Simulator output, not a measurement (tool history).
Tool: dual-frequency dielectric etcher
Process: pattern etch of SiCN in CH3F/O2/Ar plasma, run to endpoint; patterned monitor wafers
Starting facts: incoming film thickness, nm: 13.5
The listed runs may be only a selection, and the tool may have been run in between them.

{"run": 1, "day": 0.0, "source power (W)": 410, "bias power (W)": 90, "endpoint time (s)": 32.108}
{"run": 2, "day": 0.333, "source power (W)": 410, "bias power (W)": 97, "endpoint time (s)": 30.823}
{"run": 3, "day": 0.479, "source power (W)": 410, "bias power (W)": 88, "endpoint time (s)": 32.509}
{"run": 4, "day": 0.717, "source power (W)": 400, "bias power (W)": 88, "endpoint time (s)": 32.668}
{"run": 5, "day": 1.008, "source power (W)": 440, "bias power (W)": 88, "endpoint time (s)": 31.813}
{"run": 6, "day": 1.267, "source power (W)": 440, "bias power (W)": 103, "endpoint time (s)": 29.759}
{"run": 7, "day": 1.533, "source power (W)": 410, "bias power (W)": 100, "endpoint time (s)": 30.773}
{"run": 8, "day": 1.771, "source power (W)": 390, "bias power (W)": 98, "endpoint time (s)": 31.122}
{"run": 9, "day": 2.075, "source power (W)": 370, "bias power (W)": 95, "endpoint time (s)": 31.989}
{"run": 10, "day": 2.229, "source power (W)": 360, "bias power (W)": 93, "endpoint time (s)": 32.291}
{"run": 11, "day": 2.338, "source power (W)": 350, "bias power (W)": 91, "endpoint time (s)": 33.043}
{"run": 12, "day": 2.567, "source power (W)": 350, "bias power (W)": 91, "endpoint time (s)": 33.044}
{"run": 13, "day": 2.779, "source power (W)": 340, "bias power (W)": 90, "endpoint time (s)": 33.67}
{"run": 14, "day": 3.017, "source power (W)": 330, "bias power (W)": 90, "endpoint time (s)": 33.755}

What will run 15 give?
{"run": 15, "day": 3.054, "source power (W)": 320, "bias power (W)": 90, "endpoint time (s)": "?"}

endpoint time (s): 33.862
